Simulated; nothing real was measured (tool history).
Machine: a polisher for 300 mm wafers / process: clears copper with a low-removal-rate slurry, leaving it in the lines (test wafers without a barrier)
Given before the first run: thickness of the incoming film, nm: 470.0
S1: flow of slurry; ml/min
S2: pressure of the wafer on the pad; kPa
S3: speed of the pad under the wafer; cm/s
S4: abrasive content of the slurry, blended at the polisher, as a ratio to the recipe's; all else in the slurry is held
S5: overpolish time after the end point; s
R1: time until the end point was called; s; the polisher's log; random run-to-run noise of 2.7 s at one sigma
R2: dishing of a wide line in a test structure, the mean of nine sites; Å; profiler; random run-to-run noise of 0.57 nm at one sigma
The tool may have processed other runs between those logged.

run 1 hour=0 | S1=140 S2=24.8 S3=96 S4=1 S5=25 | R1=126.23 R2=376.55
run 2 hour=8.3 | S1=140 S2=22.8 S3=96 S4=1 S5=28 | R1=135.33 R2=380.72
run 3 hour=12.3 | S1=140 S2=22.8 S3=96 S4=1 S5=36 | R1=139.34 R2=425.23
run 4 hour=12.9 | S1=140 S2=22.8 S3=110 S4=1 S5=36 | R1=123.97 R2=436.54
run 5 hour=19.2 | S1=140 S2=22.8 S3=126 S4=1 S5=36 | R1=104.47 R2=470.25
run 6 hour=23.6 | S1=140 S2=22.8 S3=116 S4=1 S5=36 | R1=117.8 R2=458.14

What does the tool deliver on the next run?
run 7 hour=24.6 | S1=140 S2=22.8 S3=116 S4=1 S5=36 | R1=? R2=?

{"run 7": {"R1": 118.85, "R2": 449.19}}

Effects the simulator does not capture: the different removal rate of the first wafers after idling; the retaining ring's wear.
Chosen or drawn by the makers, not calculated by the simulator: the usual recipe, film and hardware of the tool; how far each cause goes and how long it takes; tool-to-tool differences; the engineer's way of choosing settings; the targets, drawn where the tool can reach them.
